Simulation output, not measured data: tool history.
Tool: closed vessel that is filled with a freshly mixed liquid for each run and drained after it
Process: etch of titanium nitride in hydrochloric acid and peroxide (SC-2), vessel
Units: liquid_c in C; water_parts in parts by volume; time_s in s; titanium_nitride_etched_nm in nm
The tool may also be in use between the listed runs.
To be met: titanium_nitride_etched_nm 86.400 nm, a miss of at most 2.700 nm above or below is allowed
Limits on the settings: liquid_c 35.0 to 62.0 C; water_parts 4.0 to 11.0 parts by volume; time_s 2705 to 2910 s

run 1 hour=0.0 | liquid_c=46.0 water_parts=6.0 time_s=2705 | titanium_nitride_etched_nm=43.403
run 2 hour=2.5 | liquid_c=46.0 water_parts=6.5 time_s=2705 | titanium_nitride_etched_nm=40.905
run 3 hour=6.2 | liquid_c=46.0 water_parts=6.5 time_s=2910 | titanium_nitride_etched_nm=43.730
run 4 hour=15.3 | liquid_c=48.5 water_parts=6.5 time_s=2910 | titanium_nitride_etched_nm=51.594
run 5 hour=22.3 | liquid_c=48.5 water_parts=5.0 time_s=2910 | titanium_nitride_etched_nm=63.445
run 6 hour=30.5 | liquid_c=48.5 water_parts=6.0 time_s=2910 | titanium_nitride_etched_nm=55.504
run 7 hour=35.4 | liquid_c=50.0 water_parts=6.0 time_s=2910 | titanium_nitride_etched_nm=61.430
run 8 hour=42.0 | liquid_c=51.0 water_parts=6.0 time_s=2910 | titanium_nitride_etched_nm=66.168
run 9 hour=50.0 | liquid_c=52.0 water_parts=6.0 time_s=2910 | titanium_nitride_etched_nm=69.552
run 10 hour=57.3 | liquid_c=52.0 water_parts=6.0 time_s=2910 | titanium_nitride_etched_nm=69.586
run 11 hour=61.5 | liquid_c=53.0 water_parts=6.0 time_s=2910 | titanium_nitride_etched_nm=73.311
run 12 hour=64.0 | liquid_c=53.5 water_parts=6.0 time_s=2910 | titanium_nitride_etched_nm=77.920
run 13 hour=72.5 | liquid_c=54.0 water_parts=6.0 time_s=2910 | titanium_nitride_etched_nm=77.975
run 14 hour=76.3 | liquid_c=54.5 water_parts=6.0 time_s=2910 | titanium_nitride_etched_nm=83.235
run 15 hour=81.2 | liquid_c=54.5 water_parts=6.0 time_s=2910 | titanium_nitride_etched_nm=82.344

5 next moves are on the table. One of them brings every result within its allowed miss. Which?
run A hour=86.1 | liquid_c=54.0 water_parts=4.5 time_s=2765 | titanium_nitride_etched_nm=?
run B hour=86.1 | liquid_c=57.0 water_parts=6.0 time_s=2865 | titanium_nitride_etched_nm=?
run C hour=86.1 | liquid_c=56.5 water_parts=5.5 time_s=2705 | titanium_nitride_etched_nm=?
run D hour=86.1 | liquid_c=56.0 water_parts=6.0 time_s=2750 | titanium_nitride_etched_nm=?
run E hour=86.1 | liquid_c=52.5 water_parts=5.5 time_s=2885 | titanium_nitride_etched_nm=?

move=A titanium_nitride_etched_nm=93.857
move=B titanium_nitride_etched_nm=95.876
move=C titanium_nitride_etched_nm=93.516
move=D titanium_nitride_etched_nm=86.316
move=E titanium_nitride_etched_nm=76.947
A: takes the biggest miss from the last run beyond its target
B: takes the biggest miss from the last run beyond its target
C: takes the biggest miss from the last run beyond its target
D: every result within its allowed miss
E: moves away from the targets compared with the last run
D meets every target.

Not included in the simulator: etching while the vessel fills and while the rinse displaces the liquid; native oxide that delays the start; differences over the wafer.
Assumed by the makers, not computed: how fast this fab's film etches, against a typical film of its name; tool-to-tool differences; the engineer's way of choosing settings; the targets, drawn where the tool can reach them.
